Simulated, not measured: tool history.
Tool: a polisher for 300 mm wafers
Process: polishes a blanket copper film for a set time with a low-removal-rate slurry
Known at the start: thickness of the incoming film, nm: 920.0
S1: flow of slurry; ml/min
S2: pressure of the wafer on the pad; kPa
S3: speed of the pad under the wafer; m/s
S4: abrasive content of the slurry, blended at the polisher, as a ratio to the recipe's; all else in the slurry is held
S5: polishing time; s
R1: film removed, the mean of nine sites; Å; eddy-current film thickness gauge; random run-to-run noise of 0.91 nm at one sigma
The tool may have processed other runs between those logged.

run	hour	S1	S2	S3	S4	S5	R1
1	0	215	13.1	1.28	1	55	1120.1
2	2.5	215	13.1	1.28	0.95	55	1115.1
3	5.1	215	13.1	1.28	1.1	55	1137.7
4	11.9	175	13.1	1.28	1.1	55	1090.3
5	13.4	130	13.1	1.28	1.1	55	1035.7
6	15.8	130	11.7	1.28	1.1	55	950.21
7	22.2	130	11	1.28	1.1	55	877.91

Run 8, settings as shown, results not yet in. Your forecast:
8	27.1	130	10.3	1.28	1.1	55	?

{"run 8": {"R1": 814.35}}
